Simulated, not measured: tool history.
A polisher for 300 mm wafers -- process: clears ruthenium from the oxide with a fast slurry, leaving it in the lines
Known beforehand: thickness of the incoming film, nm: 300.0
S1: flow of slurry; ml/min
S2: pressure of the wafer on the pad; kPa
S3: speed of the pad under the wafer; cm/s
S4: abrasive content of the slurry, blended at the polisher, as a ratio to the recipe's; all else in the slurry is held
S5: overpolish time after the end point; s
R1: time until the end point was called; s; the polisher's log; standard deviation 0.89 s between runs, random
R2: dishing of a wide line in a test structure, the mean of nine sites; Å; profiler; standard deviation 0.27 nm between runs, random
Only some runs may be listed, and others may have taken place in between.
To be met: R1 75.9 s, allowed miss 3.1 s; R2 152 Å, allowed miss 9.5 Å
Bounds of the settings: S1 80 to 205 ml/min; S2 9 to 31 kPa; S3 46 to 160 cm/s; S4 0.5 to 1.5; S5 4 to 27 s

run	day	S1	S2	S3	S4	S5	R1	R2
1	0	135	20	102	1	14	58.97	434.8
2	0.154	135	17.9	102	1	11	65.665	341.02
3	0.271	135	15.9	108	1	9	70.51	263.5
4	0.354	135	15.9	116	1	9	68.41	269.55
5	0.546	135	14.5	128	1	8	70.595	240.58
6	0.592	135	13.1	136	1.05	7	71.399	211.7
7	0.788	130	12.4	142	1.1	6	71.711	189.45
8	0.921	95	11.7	146	1.25	4	75.328	125.51
9	1.196	100	11.7	146	1.25	4	73.161	127.64
10	1.362	105	11.7	146	1.25	4	73.654	129.01
11	1.621	110	11.7	146	1.2	4	73.909	131.78
12	1.662	115	11.7	146	1.2	4	73.856	130.8
13	1.817	115	11.7	146	1.15	4	73.188	128.79
14	2.121	110	10.3	146	1.2	8	82.783	210.44
15	2.346	105	11	146	1.25	7	76.93	203.28
16	2.583	80	10.3	134	1.5	4	84.737	111.51
17	2.888	115	11.7	134	1.45	4	70.953	131.86
18	3.012	115	11.7	134	1.45	4	71.135	132.62

Next run, 4 choices. One meets every target within its allowed miss, the rest don't. Which?
A	3.138	80	14.5	102	1.4	5	?	?
B	3.138	85	11.7	128	1.4	6	?	?
C	3.138	125	11	126	1.45	4	?	?
D	3.138	90	11	146	1.5	4	?	?

move	R1	R2
A	75.624	152.24
B	79.255	171.76
C	77.829	121.08
D	73.926	126.93
A: each result inside its tolerance
B: takes the result that was furthest off past its target
C: misses by more than the last run did
D: misses by more than the last run did
A meets every target.
